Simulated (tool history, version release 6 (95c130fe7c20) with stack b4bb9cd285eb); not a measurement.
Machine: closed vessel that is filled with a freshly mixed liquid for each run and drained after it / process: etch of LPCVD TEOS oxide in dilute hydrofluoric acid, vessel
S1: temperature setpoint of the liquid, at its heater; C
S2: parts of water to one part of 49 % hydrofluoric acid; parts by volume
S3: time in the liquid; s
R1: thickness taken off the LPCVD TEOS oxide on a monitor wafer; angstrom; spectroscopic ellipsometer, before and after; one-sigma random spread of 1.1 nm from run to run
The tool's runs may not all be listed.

run	hour	S1	S2	S3	R1
1	0.0	22.0	90	225	641.24
2	3.0	22.0	100	225	574.19
3	9.3	22.0	120	225	466.90
4	14.1	24.0	90	225	699.83
5	15.7	25.5	70	225	981.89
6	22.2	25.5	70	225	970.49
7	27.8	29.5	35	225	2406.70
8	36.2	25.5	35	225	2044.30

Run 9 has not been measured yet. What should we expect?
9	44.3	24.5	35	225	?

{"run 9": {"R1": 1984.0}}

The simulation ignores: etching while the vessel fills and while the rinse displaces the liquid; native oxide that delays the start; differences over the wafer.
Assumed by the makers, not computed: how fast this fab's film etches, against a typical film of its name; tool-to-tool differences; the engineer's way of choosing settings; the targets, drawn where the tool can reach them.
